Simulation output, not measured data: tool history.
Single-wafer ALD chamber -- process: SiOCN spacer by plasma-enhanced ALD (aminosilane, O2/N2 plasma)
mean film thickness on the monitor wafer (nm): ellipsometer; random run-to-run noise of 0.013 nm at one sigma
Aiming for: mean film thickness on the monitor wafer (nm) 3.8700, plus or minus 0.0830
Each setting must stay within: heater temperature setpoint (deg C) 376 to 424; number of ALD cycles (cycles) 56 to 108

run,hour,heater temperature setpoint (deg C),number of ALD cycles (cycles),mean film thickness on the monitor wafer (nm)
1,0.0,400,82,5.0553
2,1.5,400,70,4.2978
3,4.2,400,68,4.1834
4,10.5,400,77,4.7522
5,17.9,401,72,4.4232
6,19.9,391,72,4.4387
7,28.3,391,69,4.2492
8,34.4,391,67,4.1441
9,36.3,392,61,3.7547

Exercise: of the 4 proposed moves below, exactly one satisfies all targets within the stated allowed misses. Which move is it?
A,38.2,387,59,?
B,38.2,390,59,?
C,38.2,381,57,?
D,38.2,400,63,?

move,mean film thickness on the monitor wafer (nm)
A,3.6491
B,3.6491
C,3.5254
D,3.8965
A: misses by more than the last run did
B: misses by more than the last run did
C: misses by more than the last run did
D: every result lands within tolerance
Answer: D
